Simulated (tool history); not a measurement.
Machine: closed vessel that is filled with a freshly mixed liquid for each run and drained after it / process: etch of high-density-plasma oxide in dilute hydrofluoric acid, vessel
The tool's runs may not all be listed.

| run | hour | temperature setpoint of the liquid (C) | parts of water to one part of 49 % hydrofluoric acid (parts by volume) | time in the liquid (s) | thickness taken off the high-density-plasma oxide on a monitor wafer (nm) |
|---|---|---|---|---|---|
| 1 | 0 | 20 | 85 | 140 | 7.271 |
| 2 | 2.2 | 20 | 110 | 140 | 5.4906 |
| 3 | 8.5 | 20.5 | 110 | 140 | 5.5575 |
| 4 | 15.6 | 17.5 | 110 | 140 | 4.9494 |
| 5 | 18.1 | 17.5 | 110 | 140 | 4.9545 |
| 6 | 26.7 | 18.5 | 110 | 140 | 5.167 |
| 7 | 33.3 | 19 | 110 | 140 | 5.2687 |

Run 8, settings as shown, results not yet in. Your forecast:
| 8 | 37.2 | 19.5 | 110 | 140 | ? |

For run 8 the tool returned thickness taken off the high-density-plasma oxide on a monitor wafer (nm) 5.4247.
